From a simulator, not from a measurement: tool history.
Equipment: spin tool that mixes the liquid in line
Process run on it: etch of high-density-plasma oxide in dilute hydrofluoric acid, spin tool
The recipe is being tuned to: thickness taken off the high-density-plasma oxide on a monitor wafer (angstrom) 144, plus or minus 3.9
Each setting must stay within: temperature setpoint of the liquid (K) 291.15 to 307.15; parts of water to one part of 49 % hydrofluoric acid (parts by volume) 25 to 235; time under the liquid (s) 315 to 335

run,hour,temperature setpoint of the liquid (K),parts of water to one part of 49 % hydrofluoric acid (parts by volume),time under the liquid (s),thickness taken off the high-density-plasma oxide on a monitor wafer (angstrom)
1,0,299.15,130,315,182.92
2,2.2,299.15,175,315,128.08
3,5.7,297.15,175,315,119.61
4,9.7,297.15,195,315,105.73
5,16.7,294.15,195,315,93.564
6,22.9,296.15,195,315,100.45
7,28.2,297.65,195,315,107.61
8,32.6,298.65,195,315,110.49
9,35.1,299.65,195,315,114.15
10,38.4,300.65,195,315,121.31
11,43.2,301.15,195,315,121.52

Below are 4 possible settings for the next run. Only one of them brings all results inside the allowed miss of their targets. Which is it?
A,48,301.65,170,330,?
B,48,303.15,190,335,?
C,48,300.15,225,315,?
D,48,302.15,165,315,?

move,thickness taken off the high-density-plasma oxide on a monitor wafer (angstrom)
A,153.04
B,143
C,98.109
D,154.2
A: carries the result that was furthest off beyond its target, to the other side
B: all results in spec
C: misses by more than the last run did
D: carries the result that was furthest off beyond its target, to the other side
The right move is B.
